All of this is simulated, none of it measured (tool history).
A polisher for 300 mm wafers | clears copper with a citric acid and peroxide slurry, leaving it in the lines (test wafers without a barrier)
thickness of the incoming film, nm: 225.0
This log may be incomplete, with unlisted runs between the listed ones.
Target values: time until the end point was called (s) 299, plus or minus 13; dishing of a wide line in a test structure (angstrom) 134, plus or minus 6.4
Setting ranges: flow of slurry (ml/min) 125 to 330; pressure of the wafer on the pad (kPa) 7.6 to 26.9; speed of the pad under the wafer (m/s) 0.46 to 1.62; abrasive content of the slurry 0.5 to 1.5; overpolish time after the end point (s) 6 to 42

| run | hour | flow of slurry (ml/min) | pressure of the wafer on the pad (kPa) | speed of the pad under the wafer (m/s) | abrasive content of the slurry | overpolish time after the end point (s) | time until the end point was called (s) | dishing of a wide line in a test structure (angstrom) |
|---|---|---|---|---|---|---|---|---|
| 1 | 0 | 210 | 17.2 | 1.04 | 1 | 21 | 124.72 | 188.39 |
| 2 | 5.3 | 210 | 17.2 | 1.04 | 1 | 17 | 126.74 | 159.75 |
| 3 | 6.1 | 205 | 14.5 | 0.94 | 1 | 20 | 166.03 | 147.71 |
| 4 | 12.5 | 205 | 14.5 | 0.78 | 1 | 20 | 196.59 | 133.21 |
| 5 | 14.7 | 150 | 14.5 | 0.78 | 1 | 20 | 202.15 | 129.99 |
| 6 | 21.9 | 150 | 13.1 | 0.78 | 1 | 23 | 224.86 | 138.65 |
| 7 | 30.6 | 150 | 11.7 | 0.78 | 1 | 24 | 251.61 | 124.21 |
| 8 | 37.7 | 150 | 11 | 0.76 | 1 | 26 | 267.37 | 129.32 |
| 9 | 40.2 | 150 | 9 | 0.76 | 1 | 30 | 326.51 | 122.59 |

Which of these 5 next moves meets every target?
| A | 42.7 | 165 | 9 | 0.74 | 0.95 | 40 | ? | ? |
| B | 42.7 | 165 | 7.6 | 1.06 | 1.1 | 21 | ? | ? |
| C | 42.7 | 155 | 11.7 | 0.64 | 1 | 30 | ? | ? |
| D | 42.7 | 135 | 7.6 | 0.8 | 1 | 36 | ? | ? |
| E | 42.7 | 135 | 11 | 0.58 | 1.3 | 35 | ? | ? |

| move | time until the end point was called (s) | dishing of a wide line in a test structure (angstrom) |
|---|---|---|
| A | 334.51 | 144.15 |
| B | 268.39 | 105.66 |
| C | 295.75 | 130.89 |
| D | 364.27 | 125.49 |
| E | 322.94 | 136.92 |
A: further off than the last run
B: takes the biggest miss from the last run beyond its target
C: every result within its allowed miss
D: further off than the last run
E: closer than the last run, but not yet in spec
Go with C: it meets all targets.

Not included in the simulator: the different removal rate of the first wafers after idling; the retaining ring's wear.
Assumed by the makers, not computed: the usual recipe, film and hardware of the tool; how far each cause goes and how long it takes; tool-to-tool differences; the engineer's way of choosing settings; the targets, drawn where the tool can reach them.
